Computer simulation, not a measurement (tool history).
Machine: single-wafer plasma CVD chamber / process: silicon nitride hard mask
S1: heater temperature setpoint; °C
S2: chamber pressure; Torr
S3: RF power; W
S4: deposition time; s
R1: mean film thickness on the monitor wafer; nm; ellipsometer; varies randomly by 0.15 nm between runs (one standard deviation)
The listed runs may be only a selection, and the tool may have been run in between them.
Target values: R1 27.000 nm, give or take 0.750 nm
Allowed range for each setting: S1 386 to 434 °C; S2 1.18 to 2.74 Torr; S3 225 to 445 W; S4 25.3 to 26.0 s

{"run": 1, "day": 0.0, "S1": 410, "S2": 1.96, "S3": 335, "S4": 25.3, "R1": 30.321}
{"run": 2, "day": 0.2, "S1": 410, "S2": 1.86, "S3": 330, "S4": 25.3, "R1": 29.944}
{"run": 3, "day": 0.292, "S1": 410, "S2": 1.86, "S3": 330, "S4": 25.3, "R1": 29.427}
{"run": 4, "day": 0.362, "S1": 410, "S2": 1.86, "S3": 370, "S4": 25.3, "R1": 31.0}
{"run": 5, "day": 0.558, "S1": 410, "S2": 1.86, "S3": 415, "S4": 25.3, "R1": 32.986}
{"run": 6, "day": 0.783, "S1": 410, "S2": 1.72, "S3": 395, "S4": 25.3, "R1": 31.508}
{"run": 7, "day": 1.15, "S1": 410, "S2": 1.61, "S3": 380, "S4": 25.3, "R1": 29.929}
{"run": 8, "day": 1.508, "S1": 410, "S2": 1.52, "S3": 375, "S4": 25.3, "R1": 29.42}

Below are 4 possible settings for the next run. Only one of them brings all results inside the allowed miss of their targets. Which is it?
{"run": "A", "day": 1.867, "S1": 412, "S2": 1.32, "S3": 355, "S4": 25.3, "R1": "?"}
{"run": "B", "day": 1.867, "S1": 408, "S2": 1.43, "S3": 295, "S4": 25.3, "R1": "?"}
{"run": "C", "day": 1.867, "S1": 401, "S2": 1.37, "S3": 390, "S4": 25.3, "R1": "?"}
{"run": "D", "day": 1.867, "S1": 412, "S2": 1.63, "S3": 355, "S4": 25.3, "R1": "?"}

move=A R1=27.100
move=B R1=25.642
move=C R1=28.830
move=D R1=29.164
A: in spec on every target
B: carries the result that was furthest off beyond its target, to the other side
C: nearer than the last run, and not there yet
D: nearer than the last run, and not there yet
The move that meets every target is A.

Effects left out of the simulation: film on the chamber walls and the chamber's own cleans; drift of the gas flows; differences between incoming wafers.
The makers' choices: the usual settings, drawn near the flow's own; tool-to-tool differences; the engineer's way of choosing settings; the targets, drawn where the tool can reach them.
